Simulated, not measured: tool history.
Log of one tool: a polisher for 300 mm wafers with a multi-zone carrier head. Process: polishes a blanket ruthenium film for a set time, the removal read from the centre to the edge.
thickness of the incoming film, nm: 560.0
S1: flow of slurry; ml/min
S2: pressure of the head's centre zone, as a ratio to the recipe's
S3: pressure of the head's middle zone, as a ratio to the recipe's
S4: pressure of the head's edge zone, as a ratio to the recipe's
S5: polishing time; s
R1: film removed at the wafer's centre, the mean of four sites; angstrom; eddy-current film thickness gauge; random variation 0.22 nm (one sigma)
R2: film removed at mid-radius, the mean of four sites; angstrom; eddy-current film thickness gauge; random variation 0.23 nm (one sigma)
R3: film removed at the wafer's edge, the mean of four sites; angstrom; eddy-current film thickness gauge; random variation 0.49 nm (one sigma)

run 1 hour=0 | S1=135 S2=1 S3=1 S4=1 S5=61 | R1=420.96 R2=414.51 R3=418.56
run 2 hour=8.1 | S1=135 S2=1 S3=1 S4=1 S5=55 | R1=373.34 R2=369.58 R3=365.93
run 3 hour=11.6 | S1=155 S2=1 S3=1 S4=1 S5=55 | R1=392 R2=378.55 R3=383.75
run 4 hour=13.5 | S1=155 S2=1 S3=1 S4=1 S5=70 | R1=503.42 R2=482.31 R3=492.15
run 5 hour=16 | S1=150 S2=0.99 S3=0.99 S4=0.97 S5=67 | R1=471.96 R2=455.52 R3=451.71
run 6 hour=18.6 | S1=150 S2=0.99 S3=0.91 S4=0.97 S5=67 | R1=474.47 R2=431.32 R3=454.51

Run 7 comes next. What will it give?
run 7 hour=24.2 | S1=145 S2=0.98 S3=0.9 S4=0.95 S5=65 | R1=? R2=? R3=?

Run 7 gave R1 453.31 angstrom, R2 409.51 angstrom, R3 424.63 angstrom.

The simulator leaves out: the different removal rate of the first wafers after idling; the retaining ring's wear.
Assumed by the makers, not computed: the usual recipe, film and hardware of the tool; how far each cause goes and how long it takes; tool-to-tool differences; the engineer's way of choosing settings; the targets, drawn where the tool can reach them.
